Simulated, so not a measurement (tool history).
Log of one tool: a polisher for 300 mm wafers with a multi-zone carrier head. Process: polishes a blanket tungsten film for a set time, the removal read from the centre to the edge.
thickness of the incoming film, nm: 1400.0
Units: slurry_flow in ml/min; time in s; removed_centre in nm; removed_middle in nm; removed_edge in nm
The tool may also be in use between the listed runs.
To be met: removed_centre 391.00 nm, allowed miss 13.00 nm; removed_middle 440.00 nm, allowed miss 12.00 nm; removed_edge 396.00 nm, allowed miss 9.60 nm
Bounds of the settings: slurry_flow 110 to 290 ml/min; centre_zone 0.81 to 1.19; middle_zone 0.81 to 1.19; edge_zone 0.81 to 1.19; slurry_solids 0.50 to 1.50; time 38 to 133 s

run  hour  slurry_flow  centre_zone  middle_zone  edge_zone  slurry_solids  time  removed_centre  removed_middle  removed_edge
  1   0.0          185         1.00         1.00       1.00           1.00    85          338.86          353.42        350.38
  2   2.3          195         1.01         1.02       1.02           1.00    85          350.06          358.89        356.37
  3  10.9          195         0.93         1.02       1.02           1.00    85          320.82          357.36        353.42
  4  13.2          205         0.94         1.05       1.03           1.05    85          325.79          373.09        365.96
  5  21.9          215         0.96         1.07       1.03           1.05    85          345.04          383.40        364.38
  6  29.6          215         0.96         1.07       1.08           1.05    85          340.98          377.42        371.33
  7  36.1          220         0.97         1.09       1.08           1.05    85          343.93          385.38        374.00
  8  39.4          225         0.98         1.11       1.08           1.05    85          348.14          388.26        370.15
  9  48.2          230         0.98         1.12       1.08           1.10    85          352.62          400.94        371.70
 10  50.0          235         0.99         1.13       1.09           1.15    85          367.43          405.12        382.06
 11  58.0          240         0.99         1.14       1.09           1.15    85          367.82          409.48        384.77
 12  64.2          245         0.99         1.15       1.09           1.15    85          364.47          416.93        382.09
 13  73.0          245         0.99         1.15       1.09           1.15    85          370.43          411.63        385.46
 14  81.1          245         0.99         1.15       1.09           1.15    85          367.66          417.23        384.85
 15  82.7          250         0.99         1.15       1.09           1.15    85          368.29          414.01        386.06

5 next moves are on the table. One of them brings every result within its allowed miss. Which?
  A  84.3          225         0.95         1.19       1.01           1.10    87               ?               ?             ?
  B  84.3          230         1.01         1.14       1.02           1.05    86               ?               ?             ?
  C  84.3          200         1.02         1.17       1.07           1.05    93               ?               ?             ?
  D  84.3          265         1.09         1.18       1.03           1.25    84               ?               ?             ?
  E  84.3          235         1.01         1.10       1.06           1.10    90               ?               ?             ?

move  removed_centre  removed_middle  removed_edge
   A          348.03          428.61        370.24
   B          363.71          407.95        365.42
   C          388.44          440.55        398.41
   D          405.04          430.31        376.06
   E          385.24          421.02        394.31
A: brings the result that was furthest off to its target, and leaves another outside
B: further off than the last run
C: meets every target
D: brings the result that was furthest off to its target, and leaves another outside
E: nearer than the last run, and not there yet
Move C is the one to make.

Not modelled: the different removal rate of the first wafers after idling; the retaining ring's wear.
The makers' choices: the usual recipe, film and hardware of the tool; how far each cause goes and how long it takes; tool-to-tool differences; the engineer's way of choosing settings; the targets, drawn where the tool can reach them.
